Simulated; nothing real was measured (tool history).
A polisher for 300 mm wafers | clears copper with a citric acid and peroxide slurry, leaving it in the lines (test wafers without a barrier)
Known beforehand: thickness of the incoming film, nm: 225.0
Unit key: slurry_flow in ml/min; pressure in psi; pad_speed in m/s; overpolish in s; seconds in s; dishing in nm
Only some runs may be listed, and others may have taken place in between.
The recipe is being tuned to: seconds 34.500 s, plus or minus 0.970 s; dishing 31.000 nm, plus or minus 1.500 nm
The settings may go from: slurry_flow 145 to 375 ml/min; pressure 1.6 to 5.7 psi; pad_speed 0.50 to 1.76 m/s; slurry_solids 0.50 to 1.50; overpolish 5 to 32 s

{"run": 1, "hour": 0.0, "slurry_flow": 240, "pressure": 3.6, "pad_speed": 1.12, "slurry_solids": 1.0, "overpolish": 16, "seconds": 70.982, "dishing": 30.207}
{"run": 2, "hour": 5.6, "slurry_flow": 250, "pressure": 4.3, "pad_speed": 1.16, "slurry_solids": 1.0, "overpolish": 12, "seconds": 57.036, "dishing": 28.339}
{"run": 3, "hour": 14.7, "slurry_flow": 255, "pressure": 4.8, "pad_speed": 1.2, "slurry_solids": 1.0, "overpolish": 10, "seconds": 49.968, "dishing": 27.669}
{"run": 4, "hour": 22.6, "slurry_flow": 260, "pressure": 5.1, "pad_speed": 1.26, "slurry_solids": 1.0, "overpolish": 9, "seconds": 45.529, "dishing": 27.942}
{"run": 5, "hour": 31.0, "slurry_flow": 260, "pressure": 5.1, "pad_speed": 1.46, "slurry_solids": 1.0, "overpolish": 9, "seconds": 38.667, "dishing": 31.096}
{"run": 6, "hour": 32.3, "slurry_flow": 260, "pressure": 5.3, "pad_speed": 1.46, "slurry_solids": 1.0, "overpolish": 9, "seconds": 37.325, "dishing": 31.739}
{"run": 7, "hour": 35.9, "slurry_flow": 260, "pressure": 5.4, "pad_speed": 1.46, "slurry_solids": 1.0, "overpolish": 9, "seconds": 37.109, "dishing": 32.734}
{"run": 8, "hour": 38.5, "slurry_flow": 265, "pressure": 5.5, "pad_speed": 1.46, "slurry_solids": 1.0, "overpolish": 8, "seconds": 36.33, "dishing": 29.674}
{"run": 9, "hour": 47.1, "slurry_flow": 265, "pressure": 5.6, "pad_speed": 1.46, "slurry_solids": 1.0, "overpolish": 8, "seconds": 35.66, "dishing": 30.35}

Pick the move, out of 5, that brings all results within their allowed miss; only one does.
{"run": "A", "hour": 55.7, "slurry_flow": 235, "pressure": 5.0, "pad_speed": 1.52, "slurry_solids": 0.95, "overpolish": 9, "seconds": "?", "dishing": "?"}
{"run": "B", "hour": 55.7, "slurry_flow": 270, "pressure": 5.4, "pad_speed": 1.64, "slurry_solids": 0.8, "overpolish": 8, "seconds": "?", "dishing": "?"}
{"run": "C", "hour": 55.7, "slurry_flow": 265, "pressure": 5.5, "pad_speed": 1.5, "slurry_solids": 1.15, "overpolish": 7, "seconds": "?", "dishing": "?"}
{"run": "D", "hour": 55.7, "slurry_flow": 320, "pressure": 5.5, "pad_speed": 1.36, "slurry_solids": 1.05, "overpolish": 8, "seconds": "?", "dishing": "?"}
{"run": "E", "hour": 55.7, "slurry_flow": 270, "pressure": 5.2, "pad_speed": 1.6, "slurry_solids": 1.1, "overpolish": 7, "seconds": "?", "dishing": "?"}

move=A seconds=39.470 dishing=31.077
move=B seconds=34.644 dishing=31.392
move=C seconds=34.715 dishing=28.471
move=D seconds=38.183 dishing=29.292
move=E seconds=34.717 dishing=28.442
A: further off than the last run
B: all results in spec
C: meets the target for the result that was furthest off, but another lies outside its allowed miss
D: further off than the last run
E: meets the target for the result that was furthest off, but another lies outside its allowed miss
Answer: B
